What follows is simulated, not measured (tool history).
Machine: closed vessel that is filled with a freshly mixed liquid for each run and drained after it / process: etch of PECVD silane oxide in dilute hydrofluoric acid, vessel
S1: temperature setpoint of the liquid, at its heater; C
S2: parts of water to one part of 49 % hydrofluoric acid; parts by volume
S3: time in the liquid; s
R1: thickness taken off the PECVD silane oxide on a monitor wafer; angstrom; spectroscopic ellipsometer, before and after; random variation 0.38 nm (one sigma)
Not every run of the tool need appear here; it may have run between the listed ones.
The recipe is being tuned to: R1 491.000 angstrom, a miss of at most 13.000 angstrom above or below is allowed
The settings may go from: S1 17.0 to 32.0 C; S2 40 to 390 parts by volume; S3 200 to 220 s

run  hour    S1   S2   S3       R1
  1   0.0  24.0  215  200  110.240
  2   7.5  22.5  215  200  105.670
  3  12.4  21.0  215  200   98.934
  4  20.1  24.5  155  205  172.450
  5  26.9  27.0  115  205  272.150
     30.4  -- hydrofluoric acid flow meter replaced
  6  30.4  28.5  100  205  379.040
  7  34.9  29.5  100  205  396.330
  8  36.3  30.5  100  205  407.170
  9  37.4  31.0   95  205  447.250

4 next moves are on the table. One of them brings every result within its allowed miss. Which?
  A  38.5  32.0   95  220   ?
  B  38.5  31.0  100  205   ?
  C  38.5  32.0  100  215   ?
  D  38.5  28.5   90  220   ?

move       R1
   A  490.600
   B  415.430
   C  452.110
   D  457.200
A: every result lands within tolerance
B: misses by more than the last run did
C: nearer the targets than the last run, but a result is still out of spec
D: nearer the targets than the last run, but a result is still out of spec
A meets every target.

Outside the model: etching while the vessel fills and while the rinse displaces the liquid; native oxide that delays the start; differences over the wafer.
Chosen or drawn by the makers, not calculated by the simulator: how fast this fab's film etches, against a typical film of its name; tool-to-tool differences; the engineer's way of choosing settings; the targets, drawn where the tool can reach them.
